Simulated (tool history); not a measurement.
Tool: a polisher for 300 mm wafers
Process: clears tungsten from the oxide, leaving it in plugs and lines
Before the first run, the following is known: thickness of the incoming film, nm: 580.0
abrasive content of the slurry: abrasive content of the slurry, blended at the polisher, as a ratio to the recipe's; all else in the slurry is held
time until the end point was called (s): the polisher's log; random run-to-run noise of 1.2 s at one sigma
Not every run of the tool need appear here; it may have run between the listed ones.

run,hour,flow of slurry (ml/min),pressure of the wafer on the pad (psi),speed of the pad under the wafer (m/s),abrasive content of the slurry,overpolish time after the end point (s),time until the end point was called (s)
1,0.0,265,3.7,1.16,1.0,38,123.240
2,7.6,265,2.9,1.16,1.0,38,159.880
3,10.8,265,3.1,1.16,1.0,38,149.070
4,13.4,265,3.3,1.16,1.0,38,139.820
5,20.8,265,3.5,1.16,1.0,38,129.700
# hour 27.7: slurry blender recalibrated
6,27.7,265,3.6,1.16,1.0,38,122.200
7,35.8,265,3.7,1.16,1.0,38,122.330
8,37.2,265,3.8,1.16,1.0,38,116.450
9,39.3,265,3.9,1.16,1.0,38,116.590
10,45.0,265,4.0,1.16,1.0,38,107.380
11,49.1,265,4.1,1.16,1.0,38,109.820
12,55.4,265,4.2,1.16,1.0,38,107.870
13,56.7,265,4.3,1.16,1.0,38,103.220
14,63.0,265,4.4,1.16,1.0,38,100.070
15,71.3,265,4.4,1.16,1.0,38,97.806
16,75.5,265,4.5,1.16,1.0,38,96.999

Run 17 is up next; what results do you expect?
17,76.6,265,4.6,1.16,1.0,38,?

{"run 17": {"time until the end point was called (s)": 96.273}}
